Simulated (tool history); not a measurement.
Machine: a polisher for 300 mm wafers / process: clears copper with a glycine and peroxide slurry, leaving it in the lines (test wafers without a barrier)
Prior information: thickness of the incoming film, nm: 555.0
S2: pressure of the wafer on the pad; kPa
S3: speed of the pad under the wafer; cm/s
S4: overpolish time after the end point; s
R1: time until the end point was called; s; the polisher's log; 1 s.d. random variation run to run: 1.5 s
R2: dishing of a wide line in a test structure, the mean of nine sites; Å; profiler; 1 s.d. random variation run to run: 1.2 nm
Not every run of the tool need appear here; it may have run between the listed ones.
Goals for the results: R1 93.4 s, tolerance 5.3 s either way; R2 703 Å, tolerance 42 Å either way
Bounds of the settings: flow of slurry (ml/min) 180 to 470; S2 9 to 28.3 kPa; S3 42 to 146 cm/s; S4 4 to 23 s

{"run": 1, "day": 0.0, "flow of slurry (ml/min)": 300, "S2": 18.6, "S3": 94, "S4": 12, "R1": 105.34, "R2": 421.95}
{"run": 2, "day": 0.354, "flow of slurry (ml/min)": 300, "S2": 19.3, "S3": 94, "S4": 13, "R1": 98.367, "R2": 446.39}
{"run": 3, "day": 0.625, "flow of slurry (ml/min)": 300, "S2": 18.6, "S3": 96, "S4": 14, "R1": 101.03, "R2": 485.09}
{"run": 4, "day": 0.654, "flow of slurry (ml/min)": 300, "S2": 18.6, "S3": 86, "S4": 14, "R1": 109.56, "R2": 454.6}
{"run": 5, "day": 0.762, "flow of slurry (ml/min)": 300, "S2": 18.6, "S3": 86, "S4": 19, "R1": 106.11, "R2": 592.96}
{"run": 6, "day": 1.029, "flow of slurry (ml/min)": 300, "S2": 19.3, "S3": 86, "S4": 19, "R1": 105.14, "R2": 612.89}
{"run": 7, "day": 1.354, "flow of slurry (ml/min)": 300, "S2": 20, "S3": 86, "S4": 19, "R1": 100.94, "R2": 631.94}
{"run": 8, "day": 1.442, "flow of slurry (ml/min)": 300, "S2": 20.7, "S3": 86, "S4": 19, "R1": 99.86, "R2": 644.53}
{"run": 9, "day": 1.604, "flow of slurry (ml/min)": 300, "S2": 21.4, "S3": 86, "S4": 19, "R1": 98.22, "R2": 661.65}

Exercise: of the 4 proposed moves below, exactly one satisfies all targets within the stated allowed misses. Which move is it?
{"run": "A", "day": 1.767, "flow of slurry (ml/min)": 435, "S2": 24.8, "S3": 74, "S4": 20, "R1": "?", "R2": "?"}
{"run": "B", "day": 1.767, "flow of slurry (ml/min)": 265, "S2": 24.1, "S3": 86, "S4": 16, "R1": "?", "R2": "?"}
{"run": "C", "day": 1.767, "flow of slurry (ml/min)": 275, "S2": 20, "S3": 78, "S4": 22, "R1": "?", "R2": "?"}
{"run": "D", "day": 1.767, "flow of slurry (ml/min)": 335, "S2": 20, "S3": 82, "S4": 21, "R1": "?", "R2": "?"}

move=A R1=95.413 R2=728.98
move=B R1=90.206 R2=631.06
move=C R1=112.85 R2=679.55
move=D R1=106.55 R2=684.44
A: each result inside its tolerance
B: lands further from the targets than the last run did
C: corrects the largest miss of the last run, while another result sits out of spec
D: corrects the largest miss of the last run, while another result sits out of spec
The move that meets every target is A.
